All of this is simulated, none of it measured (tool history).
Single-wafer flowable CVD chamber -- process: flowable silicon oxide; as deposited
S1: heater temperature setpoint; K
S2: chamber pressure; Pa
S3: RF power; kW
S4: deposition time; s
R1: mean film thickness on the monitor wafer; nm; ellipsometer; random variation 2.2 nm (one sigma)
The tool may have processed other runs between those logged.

Run 1, hour 0: S1 373.15 K, S2 104.5 Pa, S3 1.93 kW, S4 559 s. Result: R1 331.71 nm.
Run 2, hour 3.6: S1 369.15 K, S2 104.5 Pa, S3 1.93 kW, S4 559 s. Result: R1 373.23 nm.
Run 3, hour 12.6: S1 369.15 K, S2 113.6 Pa, S3 1.93 kW, S4 559 s. Result: R1 401.3 nm.
Run 4, hour 19.6: S1 375.15 K, S2 113.6 Pa, S3 1.93 kW, S4 559 s. Result: R1 335.87 nm.
Run 5, hour 20.5: S1 368.15 K, S2 113.6 Pa, S3 1.93 kW, S4 559 s. Result: R1 414.26 nm.
Run 6, hour 28: S1 363.15 K, S2 113.6 Pa, S3 1.93 kW, S4 559 s. Result: R1 482.45 nm.

Estimate the outcome of run 7 from the log above:
Run 7, hour 31.7: S1 362.15 K, S2 113.6 Pa, S3 1.93 kW, S4 559 s. Result: R1 ?.

For run 7 the tool returned R1 491.36 nm.
